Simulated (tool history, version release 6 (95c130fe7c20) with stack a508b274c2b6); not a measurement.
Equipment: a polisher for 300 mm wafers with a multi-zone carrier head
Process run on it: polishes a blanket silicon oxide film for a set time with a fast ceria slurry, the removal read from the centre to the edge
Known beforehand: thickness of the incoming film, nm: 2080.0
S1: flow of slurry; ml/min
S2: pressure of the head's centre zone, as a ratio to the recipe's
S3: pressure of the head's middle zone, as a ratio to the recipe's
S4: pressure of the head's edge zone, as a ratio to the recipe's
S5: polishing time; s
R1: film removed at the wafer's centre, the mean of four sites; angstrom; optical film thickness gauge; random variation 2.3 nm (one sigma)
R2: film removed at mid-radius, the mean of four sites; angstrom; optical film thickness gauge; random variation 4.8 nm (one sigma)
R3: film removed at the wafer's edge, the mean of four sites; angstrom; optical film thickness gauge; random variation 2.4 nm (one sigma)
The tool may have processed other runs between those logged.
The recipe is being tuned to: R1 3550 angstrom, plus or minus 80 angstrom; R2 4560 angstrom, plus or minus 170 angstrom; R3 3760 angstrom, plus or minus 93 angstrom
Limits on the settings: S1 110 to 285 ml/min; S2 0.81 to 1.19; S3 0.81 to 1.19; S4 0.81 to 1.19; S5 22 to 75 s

Run 1, hour 0: S1 180 ml/min, S2 1, S3 1, S4 1, S5 48 s. Result: R1 6224.7 angstrom, R2 6326.4 angstrom, R3 6150.1 angstrom.
Run 2, hour 8.7: S1 180 ml/min, S2 1, S3 1, S4 1, S5 38 s. Result: R1 4879.8 angstrom, R2 4937 angstrom, R3 4824.9 angstrom.
Run 3, hour 15: S1 180 ml/min, S2 1, S3 1, S4 1.07, S5 38 s. Result: R1 4856.4 angstrom, R2 5020.7 angstrom, R3 4965.1 angstrom.
Run 4, hour 16.6: S1 210 ml/min, S2 1, S3 1, S4 1.07, S5 38 s. Result: R1 5004.8 angstrom, R2 5094.2 angstrom, R3 5101.9 angstrom.
Run 5, hour 22.8: S1 195 ml/min, S2 0.97, S3 1.03, S4 1.02, S5 36 s. Result: R1 4549.3 angstrom, R2 4918.8 angstrom, R3 4629.7 angstrom.
Run 6, hour 30.7: S1 195 ml/min, S2 0.97, S3 1.1, S4 1.02, S5 36 s. Result: R1 4548.7 angstrom, R2 5155.1 angstrom, R3 4646.2 angstrom.
Run 7, hour 33.2: S1 185 ml/min, S2 0.94, S3 1.1, S4 0.98, S5 35 s. Result: R1 4269.8 angstrom, R2 5082.5 angstrom, R3 4444.8 angstrom.
Run 8, hour 35.3: S1 185 ml/min, S2 0.94, S3 1.1, S4 0.98, S5 35 s. Result: R1 4284.5 angstrom, R2 5013.8 angstrom, R3 4389.5 angstrom.
Run 9, hour 41.3: S1 185 ml/min, S2 0.94, S3 1.1, S4 0.98, S5 35 s. Result: R1 4305.1 angstrom, R2 5022 angstrom, R3 4443.7 angstrom.
Run 10, hour 46.9: S1 175 ml/min, S2 0.92, S3 1.1, S4 0.95, S5 34 s. Result: R1 4049.5 angstrom, R2 4879.2 angstrom, R3 4222.7 angstrom.
Run 11, hour 47.5: S1 165 ml/min, S2 0.91, S3 1.1, S4 0.92, S5 34 s. Result: R1 3950.4 angstrom, R2 4772.8 angstrom, R3 4144.9 angstrom.
Run 12, hour 50.1: S1 160 ml/min, S2 0.9, S3 1.11, S4 0.9, S5 34 s. Result: R1 3888 angstrom, R2 4798.7 angstrom, R3 4099.6 angstrom.
Run 13, hour 52.9: S1 155 ml/min, S2 0.89, S3 1.11, S4 0.88, S5 34 s. Result: R1 3838.2 angstrom, R2 4832.2 angstrom, R3 4045.1 angstrom.
Run 14, hour 60.3: S1 150 ml/min, S2 0.88, S3 1.11, S4 0.87, S5 34 s. Result: R1 3813.9 angstrom, R2 4787.7 angstrom, R3 4020.7 angstrom.
Run 15, hour 69.1: S1 145 ml/min, S2 0.87, S3 1.11, S4 0.86, S5 34 s. Result: R1 3689.5 angstrom, R2 4754.2 angstrom, R3 3946.5 angstrom.

Pick the move, out of 5, that brings all results within their allowed miss; only one does.
Run A, hour 77.9: S1 140 ml/min, S2 0.81, S3 1.08, S4 0.95, S5 34 s. Result: R1 ?, R2 ?, R3 ?.
Run B, hour 77.9: S1 160 ml/min, S2 0.87, S3 1.1, S4 0.85, S5 32 s. Result: R1 ?, R2 ?, R3 ?.
Run C, hour 77.9: S1 230 ml/min, S2 0.96, S3 1.18, S4 0.81, S5 32 s. Result: R1 ?, R2 ?, R3 ?.
Run D, hour 77.9: S1 140 ml/min, S2 0.85, S3 1.15, S4 0.82, S5 34 s. Result: R1 ?, R2 ?, R3 ?.
Run E, hour 77.9: S1 125 ml/min, S2 0.96, S3 1.18, S4 0.86, S5 32 s. Result: R1 ?, R2 ?, R3 ?.

move      R1      R2      R3
   A  3418.5  4693.9  4115.1
   B  3524.1  4562.1  3723.9
   C  4076.7  5045.9  3752.5
   D  3590.7  4953.7  3845.2
   E  3758.4  4694.6  3656.3
A: further off than the last run
B: all results in spec
C: gets the furthest-off result to its target, but another result is out of tolerance
D: gets the furthest-off result to its target, but another result is out of tolerance
E: takes the biggest miss from the last run beyond its target
Move B is the one to make.

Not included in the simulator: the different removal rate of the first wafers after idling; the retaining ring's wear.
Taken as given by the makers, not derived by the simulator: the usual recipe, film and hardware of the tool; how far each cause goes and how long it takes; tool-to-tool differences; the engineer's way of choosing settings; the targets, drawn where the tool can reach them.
